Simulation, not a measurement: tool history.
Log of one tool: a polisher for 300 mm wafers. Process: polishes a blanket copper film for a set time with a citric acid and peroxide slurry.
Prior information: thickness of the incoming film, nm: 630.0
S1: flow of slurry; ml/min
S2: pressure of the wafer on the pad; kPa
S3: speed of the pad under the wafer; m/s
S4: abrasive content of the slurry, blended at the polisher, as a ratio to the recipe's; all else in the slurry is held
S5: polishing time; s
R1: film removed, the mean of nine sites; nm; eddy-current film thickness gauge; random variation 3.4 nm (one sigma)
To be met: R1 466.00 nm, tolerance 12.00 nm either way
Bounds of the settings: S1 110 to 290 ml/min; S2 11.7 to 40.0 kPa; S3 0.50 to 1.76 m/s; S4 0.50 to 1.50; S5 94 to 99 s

run  hour   S1    S2    S3    S4  S5      R1
  1   0.0  185  25.5  1.12  1.00  94  327.18
  2   7.3  195  27.6  1.12  1.00  94  349.40
  3  16.3  195  27.6  1.12  0.90  94  337.37
  4  20.6  195  29.6  1.12  0.90  94  364.11
  5  27.3  195  31.7  1.12  0.90  94  381.41
  6  35.9  195  28.3  1.12  0.90  94  348.49
  7  44.7  230  35.2  1.14  0.90  94  427.16
  8  51.5  230  35.9  1.14  0.90  94  436.80
  9  54.5  255  37.2  1.14  0.90  94  447.42

5 candidate next runs follow, results not yet known. Just one meets every target within its allowed miss. Identify it.
  A  57.5  245  33.8  1.10  0.95  98   ?
  B  57.5  200  36.5  1.06  1.05  94   ?
  C  57.5  255  40.0  1.04  0.90  99   ?
  D  57.5  275  30.3  1.12  1.15  99   ?
  E  57.5  290  38.6  0.96  0.95  99   ?

move      R1
   A  424.28
   B  413.98
   C  460.31
   D  422.11
   E  423.89
A: its largest miss is bigger than the last run's
B: its largest miss is bigger than the last run's
C: each result inside its tolerance
D: its largest miss is bigger than the last run's
E: its largest miss is bigger than the last run's
Go with C: it meets all targets.
